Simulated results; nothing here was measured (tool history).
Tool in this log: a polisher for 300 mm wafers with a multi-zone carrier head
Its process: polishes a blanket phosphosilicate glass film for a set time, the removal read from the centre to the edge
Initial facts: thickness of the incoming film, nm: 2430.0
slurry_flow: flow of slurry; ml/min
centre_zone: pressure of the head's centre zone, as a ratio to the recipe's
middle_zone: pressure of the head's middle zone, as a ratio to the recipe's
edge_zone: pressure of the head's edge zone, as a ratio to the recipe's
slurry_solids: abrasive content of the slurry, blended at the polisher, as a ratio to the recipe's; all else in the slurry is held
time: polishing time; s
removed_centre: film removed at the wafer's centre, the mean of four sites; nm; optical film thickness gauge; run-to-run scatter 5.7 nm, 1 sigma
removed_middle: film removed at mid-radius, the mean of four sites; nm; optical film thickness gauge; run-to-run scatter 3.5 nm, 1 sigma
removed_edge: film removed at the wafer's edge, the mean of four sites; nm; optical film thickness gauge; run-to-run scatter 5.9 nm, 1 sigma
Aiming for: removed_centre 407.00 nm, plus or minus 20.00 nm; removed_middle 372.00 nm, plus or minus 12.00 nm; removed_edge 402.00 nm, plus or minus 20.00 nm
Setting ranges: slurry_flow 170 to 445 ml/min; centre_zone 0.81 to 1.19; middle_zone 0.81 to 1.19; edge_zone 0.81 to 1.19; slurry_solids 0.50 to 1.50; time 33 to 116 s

run 1 hour=0.0 | slurry_flow=285 centre_zone=1.00 middle_zone=1.00 edge_zone=1.00 slurry_solids=1.00 time=74 | removed_centre=504.83 removed_middle=488.81 removed_edge=489.74
run 2 hour=9.0 | slurry_flow=285 centre_zone=1.00 middle_zone=1.00 edge_zone=1.00 slurry_solids=1.00 time=64 | removed_centre=436.64 removed_middle=417.96 removed_edge=424.79
run 3 hour=17.9 | slurry_flow=285 centre_zone=1.00 middle_zone=0.99 edge_zone=1.00 slurry_solids=1.00 time=64 | removed_centre=429.61 removed_middle=417.79 removed_edge=411.11
run 4 hour=20.4 | slurry_flow=285 centre_zone=1.00 middle_zone=0.99 edge_zone=1.00 slurry_solids=1.00 time=53 | removed_centre=360.38 removed_middle=346.76 removed_edge=355.71
run 5 hour=23.6 | slurry_flow=285 centre_zone=1.00 middle_zone=0.99 edge_zone=1.00 slurry_solids=1.00 time=63 | removed_centre=422.64 removed_middle=400.80 removed_edge=421.05
run 6 hour=30.5 | slurry_flow=285 centre_zone=1.00 middle_zone=0.99 edge_zone=1.00 slurry_solids=1.00 time=69 | removed_centre=457.41 removed_middle=437.09 removed_edge=453.05
run 7 hour=37.6 | slurry_flow=285 centre_zone=1.00 middle_zone=0.99 edge_zone=1.00 slurry_solids=1.00 time=69 | removed_centre=456.75 removed_middle=446.57 removed_edge=448.48
run 8 hour=42.1 | slurry_flow=285 centre_zone=1.00 middle_zone=0.97 edge_zone=0.99 slurry_solids=1.00 time=69 | removed_centre=464.75 removed_middle=444.78 removed_edge=451.24
run 9 hour=48.9 | slurry_flow=285 centre_zone=1.00 middle_zone=0.96 edge_zone=0.99 slurry_solids=0.95 time=69 | removed_centre=452.08 removed_middle=428.79 removed_edge=431.31
run 10 hour=55.5 | slurry_flow=280 centre_zone=0.99 middle_zone=0.94 edge_zone=1.00 slurry_solids=0.95 time=69 | removed_centre=436.53 removed_middle=409.97 removed_edge=447.43
run 11 hour=57.1 | slurry_flow=280 centre_zone=0.99 middle_zone=0.93 edge_zone=0.99 slurry_solids=0.95 time=69 | removed_centre=431.99 removed_middle=421.21 removed_edge=436.91
run 12 hour=63.7 | slurry_flow=280 centre_zone=1.00 middle_zone=0.92 edge_zone=0.99 slurry_solids=0.95 time=69 | removed_centre=447.79 removed_middle=416.79 removed_edge=440.49
run 13 hour=71.0 | slurry_flow=280 centre_zone=1.00 middle_zone=0.91 edge_zone=0.99 slurry_solids=0.95 time=69 | removed_centre=447.26 removed_middle=408.36 removed_edge=446.42
run 14 hour=78.0 | slurry_flow=280 centre_zone=1.00 middle_zone=0.90 edge_zone=0.98 slurry_solids=0.95 time=69 | removed_centre=455.07 removed_middle=403.34 removed_edge=445.43
run 15 hour=81.9 | slurry_flow=280 centre_zone=1.00 middle_zone=0.90 edge_zone=0.97 slurry_solids=0.95 time=69 | removed_centre=457.68 removed_middle=397.82 removed_edge=439.74
run 16 hour=86.7 | slurry_flow=280 centre_zone=0.99 middle_zone=0.90 edge_zone=0.96 slurry_solids=0.95 time=69 | removed_centre=442.33 removed_middle=404.22 removed_edge=442.58

Consider the 4 candidate settings below. Which is the only one whose results all fall within their allowed miss of target?
run A hour=91.5 | slurry_flow=345 centre_zone=0.87 middle_zone=1.01 edge_zone=0.97 slurry_solids=0.85 time=75 | removed_centre=? removed_middle=? removed_edge=?
run B hour=91.5 | slurry_flow=330 centre_zone=0.86 middle_zone=0.90 edge_zone=1.02 slurry_solids=1.10 time=68 | removed_centre=? removed_middle=? removed_edge=?
run C hour=91.5 | slurry_flow=260 centre_zone=0.99 middle_zone=0.89 edge_zone=0.93 slurry_solids=0.85 time=68 | removed_centre=? removed_middle=? removed_edge=?
run D hour=91.5 | slurry_flow=310 centre_zone=0.97 middle_zone=1.15 edge_zone=0.87 slurry_solids=0.70 time=72 | removed_centre=? removed_middle=? removed_edge=?

move=A removed_centre=420.25 removed_middle=470.66 removed_edge=455.55
move=B removed_centre=422.16 removed_middle=433.99 removed_edge=475.15
move=C removed_centre=411.92 removed_middle=372.79 removed_edge=396.71
move=D removed_centre=397.22 removed_middle=452.72 removed_edge=373.19
A: further off than the last run
B: further off than the last run
C: all results in spec
D: further off than the last run
Correct choice: C, which meets every target
